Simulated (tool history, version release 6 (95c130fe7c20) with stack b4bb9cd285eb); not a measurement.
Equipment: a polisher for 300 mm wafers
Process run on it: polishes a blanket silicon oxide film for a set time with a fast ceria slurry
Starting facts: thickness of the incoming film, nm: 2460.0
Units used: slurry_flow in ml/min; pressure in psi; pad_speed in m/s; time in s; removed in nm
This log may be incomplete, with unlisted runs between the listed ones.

run 1 hour=0.0 | slurry_flow=135 pressure=2.4 pad_speed=0.84 time=45 | removed=460.56
run 2 hour=0.8 | slurry_flow=165 pressure=2.4 pad_speed=0.84 time=45 | removed=484.04
run 3 hour=7.2 | slurry_flow=135 pressure=2.4 pad_speed=0.84 time=45 | removed=461.94
run 4 hour=13.7 | slurry_flow=160 pressure=2.4 pad_speed=0.84 time=45 | removed=481.23
run 5 hour=18.0 | slurry_flow=155 pressure=2.3 pad_speed=0.84 time=45 | removed=454.89
run 6 hour=19.4 | slurry_flow=150 pressure=2.3 pad_speed=0.84 time=45 | removed=450.53
run 7 hour=24.0 | slurry_flow=145 pressure=2.3 pad_speed=0.84 time=45 | removed=451.77

Run 8 is up next; what results do you expect?
run 8 hour=27.9 | slurry_flow=140 pressure=2.2 pad_speed=0.84 time=45 | removed=?

removed: 429.61 nm
